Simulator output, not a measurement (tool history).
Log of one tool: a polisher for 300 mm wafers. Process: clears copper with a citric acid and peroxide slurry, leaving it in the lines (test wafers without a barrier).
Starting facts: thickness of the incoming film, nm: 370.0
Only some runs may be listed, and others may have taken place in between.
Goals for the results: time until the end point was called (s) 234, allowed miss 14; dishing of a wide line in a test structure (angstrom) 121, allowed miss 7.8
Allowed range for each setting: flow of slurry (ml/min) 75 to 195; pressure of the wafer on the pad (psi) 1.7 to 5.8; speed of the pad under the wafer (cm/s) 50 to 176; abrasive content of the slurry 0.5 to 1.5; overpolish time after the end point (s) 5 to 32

run,hour,flow of slurry (ml/min),pressure of the wafer on the pad (psi),speed of the pad under the wafer (cm/s),abrasive content of the slurry,overpolish time after the end point (s),time until the end point was called (s),dishing of a wide line in a test structure (angstrom)
1,0,125,3.7,112,1,16,109.48,392.42
2,7.6,125,3.7,112,1,10,107.88,248.16
3,11.5,120,3.2,106,1,10,130.01,211.87
4,15.1,105,3.2,106,1,10,138.08,202.16
5,17.7,105,3.6,106,1,10,120.59,217.97
6,20.9,100,3.2,102,1,10,142.68,194.06
7,24.4,100,2.9,100,1,10,161.91,173.75
8,32.8,100,2.7,100,1,10,168.27,161.59
# hour 41.5: head pressure recalibrated
9,41.5,95,2.5,100,1,10,193.21,138.48
10,46.8,75,2.1,98,1,11,259.48,119.03
11,55.6,80,2.1,98,1,11,250.44,128.67

Exercise: of the 4 proposed moves below, exactly one satisfies all targets within the stated allowed misses. Which move is it?
A,64.4,75,1.8,108,0.9,14,?,?
B,64.4,75,2.9,66,0.75,11,?,?
C,64.4,85,2.1,82,1,12,?,?
D,64.4,75,1.8,128,1.05,10,?,?

move,time until the end point was called (s),dishing of a wide line in a test structure (angstrom)
A,273.56,138.09
B,258.62,116.97
C,274.74,119.32
D,234.1,116.42
A: further off than the last run
B: further off than the last run
C: further off than the last run
D: every result within its allowed miss
The move that meets every target is D.
